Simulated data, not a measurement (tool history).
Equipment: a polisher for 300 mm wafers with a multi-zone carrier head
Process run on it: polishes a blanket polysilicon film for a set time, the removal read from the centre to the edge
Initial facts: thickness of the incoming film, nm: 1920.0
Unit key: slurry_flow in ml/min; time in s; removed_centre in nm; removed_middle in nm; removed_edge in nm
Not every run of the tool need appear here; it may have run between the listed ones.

| run | hour | slurry_flow | centre_zone | middle_zone | edge_zone | time | removed_centre | removed_middle | removed_edge |
|---|---|---|---|---|---|---|---|---|---|
| 1 | 0 | 125 | 1 | 1 | 1 | 62 | 859.78 | 775.42 | 740.23 |
| 2 | 0.6 | 125 | 1 | 1 | 1.08 | 62 | 855.53 | 772.39 | 764.1 |
| 3 | 6.6 | 120 | 0.98 | 1 | 1.06 | 60 | 812.26 | 747.23 | 754.32 |
| 4 | 8.6 | 120 | 0.97 | 1.01 | 1.04 | 57 | 755.12 | 708.8 | 695.53 |
| 5 | 11.3 | 120 | 0.97 | 0.95 | 1.04 | 57 | 770.15 | 672.95 | 696.68 |
| 6 | 18.6 | 120 | 0.97 | 0.95 | 1.04 | 45 | 603.81 | 534.85 | 558.66 |
| 7 | 25.9 | 115 | 0.96 | 0.96 | 1.02 | 45 | 590.63 | 531.47 | 544.46 |

What will run 8 give?
| 8 | 27.2 | 110 | 0.95 | 0.97 | 1.01 | 45 | ? | ? | ? |

Run 8 gave removed_centre 585.16 nm, removed_middle 537.14 nm, removed_edge 541.17 nm.
